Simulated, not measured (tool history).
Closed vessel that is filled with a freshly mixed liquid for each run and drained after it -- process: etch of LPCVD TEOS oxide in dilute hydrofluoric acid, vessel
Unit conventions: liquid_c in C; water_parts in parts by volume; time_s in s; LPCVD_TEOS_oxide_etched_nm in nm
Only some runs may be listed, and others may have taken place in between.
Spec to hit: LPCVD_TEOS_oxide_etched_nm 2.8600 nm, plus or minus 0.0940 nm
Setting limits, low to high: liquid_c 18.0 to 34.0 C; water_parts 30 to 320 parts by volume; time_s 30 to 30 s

run	day	liquid_c	water_parts	time_s	LPCVD_TEOS_oxide_etched_nm
1	0.000	26.0	175	30	5.1545
2	0.271	26.0	115	30	8.5508
3	0.558	25.0	130	30	7.2336
4	0.721	23.0	130	30	6.6844
5	1.046	23.0	160	30	5.1772
6	1.321	22.0	170	30	4.7437
7	1.400	21.5	180	30	4.2525
8	1.662	21.0	185	30	4.0616
9	1.708	20.5	190	30	3.8376
10	2.075	20.0	195	30	3.6377
11	2.167	19.5	200	30	3.5041

Next run, 5 choices. One meets every target within its allowed miss, the rest don't. Which?
A	2.258	21.5	250	30	?
B	2.258	18.0	210	30	?
C	2.258	19.5	220	30	?
D	2.258	19.0	155	30	?
E	2.258	23.5	180	30	?

move	LPCVD_TEOS_oxide_etched_nm
A	2.8972
B	3.1177
C	3.1313
D	4.6261
E	4.6489
A: in spec on every target
B: closer than the last run, but not yet in spec
C: closer than the last run, but not yet in spec
D: lands further from the targets than the last run did
E: lands further from the targets than the last run did
Go with A: it meets all targets.
